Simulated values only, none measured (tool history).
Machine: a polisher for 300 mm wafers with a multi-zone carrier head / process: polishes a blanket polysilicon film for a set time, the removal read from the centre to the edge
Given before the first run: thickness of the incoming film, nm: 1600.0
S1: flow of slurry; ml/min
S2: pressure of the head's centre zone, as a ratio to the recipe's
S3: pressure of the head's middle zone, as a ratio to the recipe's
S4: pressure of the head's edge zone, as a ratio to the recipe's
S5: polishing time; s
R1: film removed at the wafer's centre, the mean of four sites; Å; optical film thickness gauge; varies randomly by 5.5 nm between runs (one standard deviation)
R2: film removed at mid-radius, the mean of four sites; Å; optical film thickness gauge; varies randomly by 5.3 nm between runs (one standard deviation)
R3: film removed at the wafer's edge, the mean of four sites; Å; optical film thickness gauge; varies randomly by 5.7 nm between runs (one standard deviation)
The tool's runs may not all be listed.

run  hour   S1    S2    S3    S4  S5      R1      R2      R3
  1     0  240     1     1     1  60  3904.9  3892.1  3898.1
  2   7.3  240     1     1     1  49  3131.8  3178.1  3245.4
  3  12.3  250  1.04  0.99  1.04  54  3641.5  3503.4  3660.1
  4  20.7  260  1.08  0.99  1.06  57  4007.3  3750.6  3855.9
  5  28.7  260  1.16  0.99  1.06  57  4335.8  3683.4  3794.4
  6  35.2  270  1.17  0.98  1.09  59    4481  3863.2  4022.7
  7    38  270  1.18  0.96  1.09  62  4713.5    3998  4298.3

What will run 8 give?
  8    40  275  1.18  0.95  1.07  64   ?   ?   ?

{"run 8": {"R1": 4908, "R2": 4007.8, "R3": 4363.6}}
